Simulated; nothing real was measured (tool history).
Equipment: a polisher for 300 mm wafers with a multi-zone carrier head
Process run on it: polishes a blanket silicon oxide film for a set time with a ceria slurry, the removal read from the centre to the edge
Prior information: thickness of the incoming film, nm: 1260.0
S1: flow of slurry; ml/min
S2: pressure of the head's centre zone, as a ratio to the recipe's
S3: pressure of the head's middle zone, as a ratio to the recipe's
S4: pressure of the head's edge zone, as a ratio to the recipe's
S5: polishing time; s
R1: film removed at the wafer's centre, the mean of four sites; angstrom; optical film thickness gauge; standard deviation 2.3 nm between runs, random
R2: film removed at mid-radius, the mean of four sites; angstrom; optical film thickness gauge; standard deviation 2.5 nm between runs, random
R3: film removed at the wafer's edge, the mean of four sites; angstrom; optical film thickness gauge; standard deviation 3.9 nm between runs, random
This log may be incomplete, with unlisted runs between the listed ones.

| run | day | S1 | S2 | S3 | S4 | S5 | R1 | R2 | R3 |
|---|---|---|---|---|---|---|---|---|---|
| 1 | 0 | 185 | 1 | 1 | 1 | 45 | 2891.9 | 2839.4 | 2843.1 |
| 2 | 0.025 | 185 | 1 | 0.92 | 1 | 45 | 2931.9 | 2672.8 | 2779.3 |
| 3 | 0.2 | 195 | 1.03 | 0.94 | 1.02 | 45 | 3043.2 | 2774.4 | 2886.6 |
| 4 | 0.379 | 195 | 1.03 | 0.94 | 0.95 | 45 | 3022.4 | 2709.9 | 2724.9 |
| 5 | 0.55 | 160 | 1.03 | 0.94 | 0.95 | 45 | 2924.2 | 2609.6 | 2688.4 |
| 6 | 0.846 | 175 | 1.06 | 0.95 | 0.98 | 45 | 3053.2 | 2676.4 | 2740 |
| 7 | 1.05 | 190 | 1.08 | 0.96 | 1.01 | 45 | 3165.7 | 2750.8 | 2830.9 |
| 8 | 1.421 | 240 | 1.18 | 1.02 | 1.11 | 46 | 3670.7 | 3087.5 | 3097.1 |
| 9 | 1.708 | 245 | 1.18 | 1.02 | 1.12 | 46 | 3686.4 | 3106.7 | 3128.4 |

Forecast run 10:
| 10 | 2.033 | 250 | 1.18 | 1.02 | 1.13 | 46 | ? | ? | ? |

Run 10 produced R1 3722.7 angstrom, R2 3087.4 angstrom, R3 3095.5 angstrom.
